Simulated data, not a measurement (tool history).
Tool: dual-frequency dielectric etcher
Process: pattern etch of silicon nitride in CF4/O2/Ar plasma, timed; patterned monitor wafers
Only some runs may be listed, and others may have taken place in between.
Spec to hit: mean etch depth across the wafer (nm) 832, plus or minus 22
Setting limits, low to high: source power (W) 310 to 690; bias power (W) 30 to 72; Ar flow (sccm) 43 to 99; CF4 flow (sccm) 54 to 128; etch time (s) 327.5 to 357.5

run	hour	source power (W)	bias power (W)	Ar flow (sccm)	CF4 flow (sccm)	etch time (s)	mean etch depth across the wafer (nm)
1	0	500	51	71	91	357.5	741.45
2	2	510	51	71	91	357.5	757.23
3	8.2	520	51	71	91	357.5	768.71
4	10.5	520	51	71	91	327.5	708.08
5	13.9	520	51	66	91	327.5	714.84
6	18.1	520	51	66	97	327.5	717.4
7	24.4	530	51	66	97	327.5	737.07
8	26.3	540	51	66	97	327.5	744.72
9	29.3	550	51	66	97	327.5	761.6
10	35.6	560	51	66	97	327.5	766.25
11	42	570	51	66	97	327.5	792.43
12	43.7	580	51	66	97	327.5	800.77

4 next moves are on the table. One of them brings every result within its allowed miss. Which?
A	45.4	550	49	64	101	332.5	?
B	45.4	540	46	74	114	357.5	?
C	45.4	610	49	68	101	327.5	?
D	45.4	540	49	54	102	340.5	?

move	mean etch depth across the wafer (nm)
A	765.8
B	786.25
C	833.81
D	783.86
A: moves away from the targets compared with the last run
B: moves away from the targets compared with the last run
C: every result lands within tolerance
D: moves away from the targets compared with the last run
Move C is the one to make.

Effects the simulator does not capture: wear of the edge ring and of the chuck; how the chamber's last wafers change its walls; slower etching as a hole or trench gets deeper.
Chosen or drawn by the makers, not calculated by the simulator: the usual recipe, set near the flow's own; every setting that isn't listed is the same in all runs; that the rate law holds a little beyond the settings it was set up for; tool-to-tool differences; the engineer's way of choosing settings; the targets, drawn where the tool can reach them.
